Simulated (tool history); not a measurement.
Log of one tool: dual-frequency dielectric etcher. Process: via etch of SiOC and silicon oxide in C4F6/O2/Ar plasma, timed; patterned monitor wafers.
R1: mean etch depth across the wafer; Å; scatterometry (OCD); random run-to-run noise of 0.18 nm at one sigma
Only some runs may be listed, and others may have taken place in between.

Run 1, hour 0.0: source power (kW) 0.270, bias power (kW) 0.208, etch time (s) 40. Result: R1 441.48 Å.
Run 2, hour 1.8: source power (kW) 0.270, bias power (kW) 0.229, etch time (s) 40. Result: R1 457.17 Å.
Run 3, hour 8.7: source power (kW) 0.270, bias power (kW) 0.229, etch time (s) 37. Result: R1 424.59 Å.
Run 4, hour 13.0: source power (kW) 0.270, bias power (kW) 0.229, etch time (s) 37. Result: R1 422.49 Å.
Run 5, hour 18.0: source power (kW) 0.230, bias power (kW) 0.229, etch time (s) 37. Result: R1 400.17 Å.
Run 6, hour 19.7: source power (kW) 0.230, bias power (kW) 0.206, etch time (s) 37. Result: R1 383.67 Å.
Run 7, hour 26.8: source power (kW) 0.260, bias power (kW) 0.212, etch time (s) 37. Result: R1 406.67 Å.
Run 8, hour 35.5: source power (kW) 0.280, bias power (kW) 0.217, etch time (s) 37. Result: R1 418.38 Å.
Run 9, hour 42.9: source power (kW) 0.300, bias power (kW) 0.226, etch time (s) 37. Result: R1 437.39 Å.
Run 10, hour 50.0: source power (kW) 0.310, bias power (kW) 0.232, etch time (s) 37. Result: R1 444.43 Å.
Run 11, hour 57.5: source power (kW) 0.320, bias power (kW) 0.239, etch time (s) 37. Result: R1 456.88 Å.

Run 12 has not been measured yet. What should we expect?
Run 12, hour 59.0: source power (kW) 0.330, bias power (kW) 0.243, etch time (s) 37. Result: R1 ?.

Logged for run 12: R1 461.00 Å.
